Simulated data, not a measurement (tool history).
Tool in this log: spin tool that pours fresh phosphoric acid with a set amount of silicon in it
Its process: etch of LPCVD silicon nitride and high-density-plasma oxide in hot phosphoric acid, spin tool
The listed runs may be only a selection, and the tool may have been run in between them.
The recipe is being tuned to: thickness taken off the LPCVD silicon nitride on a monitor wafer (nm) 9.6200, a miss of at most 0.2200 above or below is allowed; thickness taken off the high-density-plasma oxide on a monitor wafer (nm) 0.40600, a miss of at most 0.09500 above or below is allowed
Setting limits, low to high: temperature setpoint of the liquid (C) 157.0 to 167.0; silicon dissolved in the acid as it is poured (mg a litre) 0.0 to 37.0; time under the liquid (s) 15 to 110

| run | day | temperature setpoint of the liquid (C) | silicon dissolved in the acid as it is poured (mg a litre) | time under the liquid (s) | thickness taken off the LPCVD silicon nitride on a monitor wafer (nm) | thickness taken off the high-density-plasma oxide on a monitor wafer (nm) |
|---|---|---|---|---|---|---|
| 1 | 0.000 | 162.0 | 16.0 | 55 | 5.8883 | 0.27404 |
| 2 | 0.071 | 162.0 | 23.5 | 55 | 5.8430 | 0.22793 |
| 3 | 0.325 | 162.0 | 18.5 | 55 | 5.8282 | 0.25858 |
| 4 | 0.696 | 162.0 | 18.5 | 70 | 7.4348 | 0.29475 |
| 5 | 0.962 | 160.0 | 18.5 | 70 | 7.0476 | 0.32964 |
| 6 | 1.171 | 161.0 | 17.0 | 70 | 7.1678 | 0.32667 |
| 7 | 1.321 | 161.5 | 16.0 | 70 | 7.3225 | 0.38302 |
| 8 | 1.508 | 162.0 | 16.5 | 70 | 7.4436 | 0.35289 |
| 9 | 1.796 | 164.5 | 16.0 | 80 | 9.2546 | 0.53295 |
| 10 | 1.942 | 164.5 | 17.5 | 80 | 9.3392 | 0.41692 |
| 11 | 2.300 | 165.0 | 18.0 | 80 | 9.4438 | 0.45553 |

Which of these 4 next moves meets every target?
| A | 2.658 | 165.5 | 0.5 | 80 | ? | ? |
| B | 2.658 | 160.5 | 9.0 | 90 | ? | ? |
| C | 2.658 | 167.0 | 12.5 | 75 | ? | ? |
| D | 2.658 | 164.0 | 24.5 | 85 | ? | ? |

| move | thickness taken off the LPCVD silicon nitride on a monitor wafer (nm) | thickness taken off the high-density-plasma oxide on a monitor wafer (nm) |
|---|---|---|
| A | 9.6197 | 0.70621 |
| B | 9.1702 | 0.46531 |
| C | 9.4709 | 0.57518 |
| D | 9.7293 | 0.37665 |
A: gets the furthest-off result to its target, but another result is out of tolerance
B: the biggest miss grows against the last run
C: gets the furthest-off result to its target, but another result is out of tolerance
D: every result within its allowed miss
Correct choice: D, which meets every target

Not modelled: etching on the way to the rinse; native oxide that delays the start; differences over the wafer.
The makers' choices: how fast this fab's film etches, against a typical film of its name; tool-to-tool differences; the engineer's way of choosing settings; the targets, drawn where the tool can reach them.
